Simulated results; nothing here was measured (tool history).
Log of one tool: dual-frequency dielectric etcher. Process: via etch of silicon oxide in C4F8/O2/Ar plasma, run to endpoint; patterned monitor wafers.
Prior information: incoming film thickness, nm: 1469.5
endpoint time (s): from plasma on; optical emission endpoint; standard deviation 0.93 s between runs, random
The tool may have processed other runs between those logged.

run  hour  source power (W)  bias power (W)  endpoint time (s)
  1   0.0              2540            1455             288.79
  2   2.7              2820            1520             270.64
  3   5.5              2980            1551             261.68
  4   7.9              3090            1573             257.05
  5   9.6              2840            1573             266.23
  6  17.4              2980            1602             260.50
  7  19.9              3090            1626             254.63

Predict the results of run 8:
  8  28.6              3160            1642                  ?

Run 8 produced endpoint time (s) 250.58.
